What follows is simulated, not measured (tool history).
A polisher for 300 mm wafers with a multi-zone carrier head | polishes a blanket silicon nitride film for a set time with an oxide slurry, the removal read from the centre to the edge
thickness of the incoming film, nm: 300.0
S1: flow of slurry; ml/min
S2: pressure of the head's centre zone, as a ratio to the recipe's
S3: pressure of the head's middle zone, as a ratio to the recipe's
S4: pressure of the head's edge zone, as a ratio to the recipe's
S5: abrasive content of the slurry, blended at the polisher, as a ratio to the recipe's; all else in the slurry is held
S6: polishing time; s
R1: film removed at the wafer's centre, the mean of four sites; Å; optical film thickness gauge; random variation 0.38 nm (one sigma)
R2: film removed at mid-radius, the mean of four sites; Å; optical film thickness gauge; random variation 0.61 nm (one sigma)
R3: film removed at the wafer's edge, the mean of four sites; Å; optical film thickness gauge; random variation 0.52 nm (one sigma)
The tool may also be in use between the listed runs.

Run 1, hour 0: S1 250 ml/min, S2 1, S3 1, S4 1, S5 1, S6 80 s. Result: R1 624.45 Å, R2 610.37 Å, R3 605.24 Å.
Run 2, hour 7.9: S1 250 ml/min, S2 1.02, S3 1.03, S4 0.95, S5 0.9, S6 80 s. Result: R1 604.2 Å, R2 603.66 Å, R3 551.31 Å.
Run 3, hour 15: S1 240 ml/min, S2 1.02, S3 1.03, S4 0.91, S5 0.85, S6 80 s. Result: R1 599.52 Å, R2 579.32 Å, R3 538.03 Å.
Run 4, hour 18.4: S1 240 ml/min, S2 1.02, S3 1.03, S4 0.96, S5 0.85, S6 80 s. Result: R1 599.07 Å, R2 580 Å, R3 551 Å.
Run 5, hour 25: S1 240 ml/min, S2 1.02, S3 1.03, S4 0.96, S5 0.85, S6 90 s. Result: R1 669.67 Å, R2 652.8 Å, R3 626.66 Å.
Run 6, hour 25.8: S1 260 ml/min, S2 1.03, S3 1.05, S4 0.93, S5 0.75, S6 88 s. Result: R1 631.06 Å, R2 634.54 Å, R3 578.48 Å.

Run 7 comes next. What will it give?
Run 7, hour 34.1: S1 245 ml/min, S2 1.09, S3 1.07, S4 0.83, S5 0.5, S6 85 s. Result: R1 ?, R2 ?, R3 ?.

R1: 560.52 Å
R2: 528.64 Å
R3: 451.15 Å
